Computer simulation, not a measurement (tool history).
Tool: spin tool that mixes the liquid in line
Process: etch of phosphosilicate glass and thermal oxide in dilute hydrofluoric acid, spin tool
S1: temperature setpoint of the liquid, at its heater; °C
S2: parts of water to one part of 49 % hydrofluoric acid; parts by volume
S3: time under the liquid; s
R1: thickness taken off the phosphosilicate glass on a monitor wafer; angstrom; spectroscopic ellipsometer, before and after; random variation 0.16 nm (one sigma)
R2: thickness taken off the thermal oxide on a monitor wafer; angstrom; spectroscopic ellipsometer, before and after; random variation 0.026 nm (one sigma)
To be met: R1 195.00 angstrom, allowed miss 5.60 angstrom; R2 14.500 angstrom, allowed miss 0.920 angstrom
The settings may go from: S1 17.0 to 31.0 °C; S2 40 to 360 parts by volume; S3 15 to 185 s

Run 1, hour 0.0: S1 23.0 °C, S2 200 parts by volume, S3 95 s. Result: R1 254.21 angstrom, R2 18.720 angstrom.
Run 2, hour 5.1: S1 22.0 °C, S2 200 parts by volume, S3 95 s. Result: R1 244.44 angstrom, R2 18.045 angstrom.
Run 3, hour 13.6: S1 22.0 °C, S2 175 parts by volume, S3 95 s. Result: R1 284.65 angstrom, R2 21.464 angstrom.
Run 4, hour 19.1: S1 21.5 °C, S2 180 parts by volume, S3 95 s. Result: R1 269.65 angstrom, R2 19.891 angstrom.
Run 5, hour 23.0: S1 21.5 °C, S2 180 parts by volume, S3 125 s. Result: R1 352.83 angstrom, R2 26.128 angstrom.
Run 6, hour 29.2: S1 21.0 °C, S2 190 parts by volume, S3 125 s. Result: R1 324.46 angstrom, R2 24.274 angstrom.
Run 7, hour 31.7: S1 20.5 °C, S2 200 parts by volume, S3 125 s. Result: R1 298.93 angstrom, R2 22.388 angstrom.
Run 8, hour 38.5: S1 20.5 °C, S2 200 parts by volume, S3 125 s. Result: R1 300.74 angstrom, R2 22.355 angstrom.
Run 9, hour 41.7: S1 20.0 °C, S2 210 parts by volume, S3 125 s. Result: R1 277.20 angstrom, R2 20.432 angstrom.
Run 10, hour 47.1: S1 19.5 °C, S2 215 parts by volume, S3 125 s. Result: R1 268.03 angstrom, R2 20.092 angstrom.
Run 11, hour 51.9: S1 19.0 °C, S2 220 parts by volume, S3 125 s. Result: R1 254.24 angstrom, R2 18.512 angstrom.
Run 12, hour 55.2: S1 19.0 °C, S2 225 parts by volume, S3 125 s. Result: R1 246.50 angstrom, R2 17.912 angstrom.
Run 13, hour 57.2: S1 19.0 °C, S2 230 parts by volume, S3 125 s. Result: R1 236.42 angstrom, R2 18.318 angstrom.
Run 14, hour 64.0: S1 19.0 °C, S2 235 parts by volume, S3 125 s. Result: R1 236.37 angstrom, R2 17.057 angstrom.
Run 15, hour 68.6: S1 17.0 °C, S2 255 parts by volume, S3 120 s. Result: R1 190.81 angstrom, R2 14.033 angstrom.

Which of these 4 next moves meets every target?
Run A, hour 73.2: S1 20.0 °C, S2 235 parts by volume, S3 95 s. Result: R1 ?, R2 ?.
Run B, hour 73.2: S1 17.0 °C, S2 265 parts by volume, S3 120 s. Result: R1 ?, R2 ?.
Run C, hour 73.2: S1 17.0 °C, S2 240 parts by volume, S3 115 s. Result: R1 ?, R2 ?.
Run D, hour 73.2: S1 18.0 °C, S2 170 parts by volume, S3 70 s. Result: R1 ?, R2 ?.

move      R1      R2
   A  183.24  13.668
   B  178.15  13.288
   C  192.66  14.370
   D  183.73  13.704
A: further off than the last run
B: further off than the last run
C: meets every target
D: further off than the last run
Answer: C
